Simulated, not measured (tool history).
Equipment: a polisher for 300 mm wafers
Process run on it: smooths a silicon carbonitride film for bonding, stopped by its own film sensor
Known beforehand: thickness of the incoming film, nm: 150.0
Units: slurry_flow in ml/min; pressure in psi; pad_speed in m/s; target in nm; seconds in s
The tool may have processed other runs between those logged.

Run 1, hour 0.0: slurry_flow 175 ml/min, pressure 1.7 psi, pad_speed 0.84 m/s, slurry_solids 1.00, target 139 nm. Result: seconds 62.392 s.
Run 2, hour 5.8: slurry_flow 215 ml/min, pressure 1.7 psi, pad_speed 0.84 m/s, slurry_solids 1.00, target 139 nm. Result: seconds 61.463 s.
Run 3, hour 7.8: slurry_flow 195 ml/min, pressure 1.7 psi, pad_speed 0.84 m/s, slurry_solids 1.00, target 139 nm. Result: seconds 61.865 s.
Run 4, hour 10.3: slurry_flow 195 ml/min, pressure 2.0 psi, pad_speed 0.84 m/s, slurry_solids 1.00, target 139 nm. Result: seconds 55.649 s.
Run 5, hour 12.1: slurry_flow 195 ml/min, pressure 1.7 psi, pad_speed 0.72 m/s, slurry_solids 0.95, target 139 nm. Result: seconds 69.778 s.
Run 6, hour 14.6: slurry_flow 195 ml/min, pressure 1.5 psi, pad_speed 0.62 m/s, slurry_solids 0.90, target 139 nm. Result: seconds 86.070 s.
Run 7, hour 20.3: slurry_flow 195 ml/min, pressure 1.3 psi, pad_speed 0.58 m/s, slurry_solids 0.90, target 139 nm. Result: seconds 95.637 s.

Forecast run 8:
Run 8, hour 28.5: slurry_flow 195 ml/min, pressure 1.2 psi, pad_speed 0.54 m/s, slurry_solids 0.90, target 139 nm. Result: seconds ?.

Run 8 yielded seconds 106.520 s.
